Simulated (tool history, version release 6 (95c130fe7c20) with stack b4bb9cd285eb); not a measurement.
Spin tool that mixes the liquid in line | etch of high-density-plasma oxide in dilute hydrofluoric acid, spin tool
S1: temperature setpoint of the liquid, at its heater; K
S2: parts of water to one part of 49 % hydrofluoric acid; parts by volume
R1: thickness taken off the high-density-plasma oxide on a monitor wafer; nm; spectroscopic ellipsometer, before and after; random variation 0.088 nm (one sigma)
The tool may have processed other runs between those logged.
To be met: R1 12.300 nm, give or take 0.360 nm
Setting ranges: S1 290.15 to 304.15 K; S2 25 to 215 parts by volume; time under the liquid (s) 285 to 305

run 1 day=0.000 | S1=296.15 S2=120 time_under_the_liquid_(s)=285 | R1=14.339
run 2 day=0.121 | S1=296.15 S2=120 time_under_the_liquid_(s)=285 | R1=14.235
run 3 day=0.225 | S1=296.15 S2=120 time_under_the_liquid_(s)=305 | R1=15.339
run 4 day=0.525 | S1=296.15 S2=80 time_under_the_liquid_(s)=305 | R1=23.879
run 5 day=0.788 | S1=293.65 S2=80 time_under_the_liquid_(s)=305 | R1=21.598
run 6 day=1.154 | S1=293.65 S2=55 time_under_the_liquid_(s)=305 | R1=32.390
run 7 day=1.346 | S1=293.65 S2=55 time_under_the_liquid_(s)=305 | R1=32.268
run 8 day=1.567 | S1=292.65 S2=75 time_under_the_liquid_(s)=305 | R1=22.122
run 9 day=1.675 | S1=292.15 S2=85 time_under_the_liquid_(s)=305 | R1=18.843
run 10 day=2.042 | S1=291.65 S2=90 time_under_the_liquid_(s)=305 | R1=17.647
run 11 day=2.267 | S1=291.15 S2=95 time_under_the_liquid_(s)=305 | R1=16.162
run 12 day=2.550 | S1=290.65 S2=100 time_under_the_liquid_(s)=305 | R1=14.946
run 13 day=2.850 | S1=290.65 S2=105 time_under_the_liquid_(s)=305 | R1=14.078
run 14 day=2.912 | S1=290.15 S2=120 time_under_the_liquid_(s)=305 | R1=11.931

Pick the move, out of 4, that brings all results within their allowed miss; only one does.
run A day=2.975 | S1=292.65 S2=120 time_under_the_liquid_(s)=285 | R1=?
run B day=2.975 | S1=290.15 S2=115 time_under_the_liquid_(s)=285 | R1=?
run C day=2.975 | S1=293.15 S2=130 time_under_the_liquid_(s)=290 | R1=?
run D day=2.975 | S1=291.15 S2=115 time_under_the_liquid_(s)=305 | R1=?

move=A R1=12.358
move=B R1=11.691
move=C R1=11.719
move=D R1=13.044
A: every result lands within tolerance
B: lands further from the targets than the last run did
C: lands further from the targets than the last run did
D: takes the biggest miss from the last run beyond its target
Answer: A
